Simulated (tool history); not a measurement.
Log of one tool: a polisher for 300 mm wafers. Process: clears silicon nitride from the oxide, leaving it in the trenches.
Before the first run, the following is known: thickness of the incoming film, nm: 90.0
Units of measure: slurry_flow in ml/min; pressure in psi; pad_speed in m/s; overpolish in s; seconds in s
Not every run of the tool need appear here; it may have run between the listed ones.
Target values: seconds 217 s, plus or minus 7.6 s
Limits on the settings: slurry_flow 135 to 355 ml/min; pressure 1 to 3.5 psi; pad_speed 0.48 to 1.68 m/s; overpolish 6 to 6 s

run,hour,slurry_flow,pressure,pad_speed,overpolish,seconds
1,0,225,2.2,1.08,6,111.4
2,1.1,280,2.2,1.08,6,109.06
3,4.2,280,2.5,1.08,6,98.906
4,12.7,280,2.5,1.08,6,100.66
5,20.2,280,2.5,0.88,6,120.13
6,28.4,280,2.3,0.86,6,132.21
7,34.5,280,2.3,0.86,6,133.44
8,37,280,2.1,0.86,6,144.4
9,44.9,280,2,0.86,6,149.71
10,52.5,280,1.9,0.86,6,153.72
11,53.4,280,1.8,0.86,6,160.21
12,57.5,280,1.7,0.86,6,169.24
13,59.4,280,1.6,0.86,6,174.25
14,62.1,270,1,0.84,6,251.29
15,65.8,275,1,0.84,6,250.46

Which one of the following 4 next-run settings gets every result inside its allowed miss? There is exactly one.
A,69.5,230,1.3,0.54,6,?
B,69.5,325,1.4,0.84,6,?
C,69.5,310,1,0.68,6,?
D,69.5,275,1.2,0.86,6,?

move,seconds
A,331.51
B,198.98
C,309.18
D,220.64
A: the biggest miss grows against the last run
B: moves the result that the last run missed by most past its target, out the other side
C: the biggest miss grows against the last run
D: every result lands within tolerance
Correct choice: D, which meets every target
